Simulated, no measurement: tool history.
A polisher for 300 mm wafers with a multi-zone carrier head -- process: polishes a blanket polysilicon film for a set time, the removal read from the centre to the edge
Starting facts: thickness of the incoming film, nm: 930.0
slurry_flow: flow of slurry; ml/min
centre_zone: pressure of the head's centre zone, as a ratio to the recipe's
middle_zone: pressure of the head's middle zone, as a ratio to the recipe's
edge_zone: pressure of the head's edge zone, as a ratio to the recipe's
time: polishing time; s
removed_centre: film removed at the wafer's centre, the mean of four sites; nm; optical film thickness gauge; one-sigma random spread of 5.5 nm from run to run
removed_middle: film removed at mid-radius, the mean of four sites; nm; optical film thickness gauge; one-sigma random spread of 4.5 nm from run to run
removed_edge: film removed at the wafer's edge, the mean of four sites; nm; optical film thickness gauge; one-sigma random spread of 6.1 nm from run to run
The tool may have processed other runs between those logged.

| run | hour | slurry_flow | centre_zone | middle_zone | edge_zone | time | removed_centre | removed_middle | removed_edge |
|---|---|---|---|---|---|---|---|---|---|
| 1 | 0.0 | 165 | 1.00 | 1.00 | 1.00 | 66 | 397.80 | 411.68 | 388.00 |
| 2 | 6.6 | 150 | 1.00 | 1.00 | 1.00 | 66 | 388.37 | 404.45 | 379.55 |
| 3 | 7.3 | 150 | 0.94 | 1.00 | 1.00 | 66 | 371.57 | 401.96 | 388.53 |
| 4 | 14.9 | 150 | 0.97 | 1.00 | 1.00 | 66 | 380.16 | 401.97 | 383.95 |
| 5 | 22.2 | 170 | 0.99 | 1.03 | 1.04 | 70 | 423.29 | 447.04 | 417.68 |
| 6 | 27.8 | 170 | 0.99 | 0.97 | 1.04 | 70 | 430.92 | 422.67 | 425.75 |
| 7 | 30.2 | 185 | 0.99 | 1.01 | 1.06 | 73 | 443.33 | 466.80 | 450.67 |
| 8 | 36.1 | 200 | 1.01 | 1.03 | 1.08 | 76 | 479.76 | 498.51 | 474.67 |

Run 9 has not been measured yet. What should we expect?
| 9 | 43.5 | 210 | 1.02 | 1.05 | 1.10 | 78 | ? | ? | ? |

removed_centre: 508.75 nm
removed_middle: 521.39 nm
removed_edge: 488.26 nm

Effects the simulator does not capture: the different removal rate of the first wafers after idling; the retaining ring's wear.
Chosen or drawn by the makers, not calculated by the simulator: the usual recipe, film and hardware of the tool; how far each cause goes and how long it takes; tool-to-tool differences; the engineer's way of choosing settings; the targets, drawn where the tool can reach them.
